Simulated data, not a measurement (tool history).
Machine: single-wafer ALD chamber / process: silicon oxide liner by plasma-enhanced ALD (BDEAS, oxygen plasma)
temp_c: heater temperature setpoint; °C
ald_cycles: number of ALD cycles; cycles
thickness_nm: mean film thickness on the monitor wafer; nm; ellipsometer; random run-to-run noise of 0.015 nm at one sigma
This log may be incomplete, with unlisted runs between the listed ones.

run	hour	temp_c	ald_cycles	thickness_nm
1	0	310	62	5.183
2	3.6	311	59	4.8952
3	7.9	312	57	4.7679
4	15.6	322	57	4.7003
5	23.7	322	61	5
6	30.9	332	61	4.9356

Predict the results of run 7:
7	38.9	332	61	?

thickness_nm: 4.9559 nm
